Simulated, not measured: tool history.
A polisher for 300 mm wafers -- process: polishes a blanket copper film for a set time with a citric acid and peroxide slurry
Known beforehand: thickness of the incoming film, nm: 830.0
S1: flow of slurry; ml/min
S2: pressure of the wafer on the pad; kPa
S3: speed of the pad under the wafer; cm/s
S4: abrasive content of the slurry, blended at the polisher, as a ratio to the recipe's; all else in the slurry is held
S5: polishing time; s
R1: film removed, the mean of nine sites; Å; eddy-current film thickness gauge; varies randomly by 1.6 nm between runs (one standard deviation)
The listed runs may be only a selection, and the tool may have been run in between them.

{"run": 1, "day": 0.0, "S1": 165, "S2": 22.1, "S3": 112, "S4": 1.0, "S5": 70, "R1": 1812.0}
{"run": 2, "day": 0.3, "S1": 165, "S2": 20.0, "S3": 112, "S4": 1.0, "S5": 70, "R1": 1645.7}
{"run": 3, "day": 0.562, "S1": 165, "S2": 20.0, "S3": 112, "S4": 1.0, "S5": 70, "R1": 1633.1}
{"run": 4, "day": 0.742, "S1": 165, "S2": 24.8, "S3": 112, "S4": 1.0, "S5": 70, "R1": 2017.1}
{"run": 5, "day": 0.775, "S1": 165, "S2": 24.8, "S3": 112, "S4": 1.0, "S5": 73, "R1": 2116.0}
{"run": 6, "day": 1.104, "S1": 205, "S2": 24.8, "S3": 112, "S4": 1.0, "S5": 73, "R1": 2158.6}
{"run": 7, "day": 1.329, "S1": 205, "S2": 21.4, "S3": 110, "S4": 1.0, "S5": 73, "R1": 1874.5}
{"run": 8, "day": 1.496, "S1": 205, "S2": 18.6, "S3": 108, "S4": 1.0, "S5": 73, "R1": 1628.1}

Run 9 comes next. What will it give?
{"run": 9, "day": 1.688, "S1": 205, "S2": 17.2, "S3": 108, "S4": 1.0, "S5": 73, "R1": "?"}

R1: 1524.5 Å

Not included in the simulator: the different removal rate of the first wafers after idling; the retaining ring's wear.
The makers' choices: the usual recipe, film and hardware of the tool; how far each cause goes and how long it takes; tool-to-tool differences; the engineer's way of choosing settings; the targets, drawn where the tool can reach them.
